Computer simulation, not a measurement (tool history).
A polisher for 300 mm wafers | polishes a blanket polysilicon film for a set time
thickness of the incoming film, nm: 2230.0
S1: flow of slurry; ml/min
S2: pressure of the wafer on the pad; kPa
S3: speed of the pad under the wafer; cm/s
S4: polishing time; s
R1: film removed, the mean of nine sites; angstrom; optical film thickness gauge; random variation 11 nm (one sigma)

{"run": 1, "hour": 0.0, "S1": 200, "S2": 17.9, "S3": 124, "S4": 60, "R1": 6035.8}
{"run": 2, "hour": 4.4, "S1": 200, "S2": 17.9, "S3": 124, "S4": 60, "R1": 6007.2}
{"run": 3, "hour": 12.0, "S1": 220, "S2": 17.9, "S3": 124, "S4": 60, "R1": 6173.7}
{"run": 4, "hour": 17.8, "S1": 220, "S2": 17.9, "S3": 124, "S4": 63, "R1": 6277.7}
{"run": 5, "hour": 20.9, "S1": 220, "S2": 13.8, "S3": 124, "S4": 63, "R1": 5177.1}
{"run": 6, "hour": 26.3, "S1": 220, "S2": 13.8, "S3": 156, "S4": 63, "R1": 6094.5}

Run 7 comes next. What will it give?
{"run": 7, "hour": 31.7, "S1": 220, "S2": 13.8, "S3": 156, "S4": 63, "R1": "?"}

Run 7 gave R1 6160.7 angstrom.
